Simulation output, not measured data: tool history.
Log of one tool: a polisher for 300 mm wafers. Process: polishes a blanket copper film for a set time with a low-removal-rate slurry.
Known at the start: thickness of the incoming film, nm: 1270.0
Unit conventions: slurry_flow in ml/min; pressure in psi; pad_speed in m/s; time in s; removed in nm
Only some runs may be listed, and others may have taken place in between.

run	hour	slurry_flow	pressure	pad_speed	slurry_solids	time	removed
1	0.0	305	3.2	1.24	1.0	33	157.11
2	6.4	305	3.5	1.24	1.0	33	169.22
3	8.4	305	3.5	1.24	0.9	33	162.98
4	16.6	305	3.7	1.24	0.9	33	172.04
5	20.1	305	3.9	1.24	0.9	33	179.45
6	28.0	255	3.9	1.24	0.9	33	178.92

Forecast run 7:
7	37.0	255	4.0	1.24	0.9	33	?

{"run 7": {"removed": 180.72}}
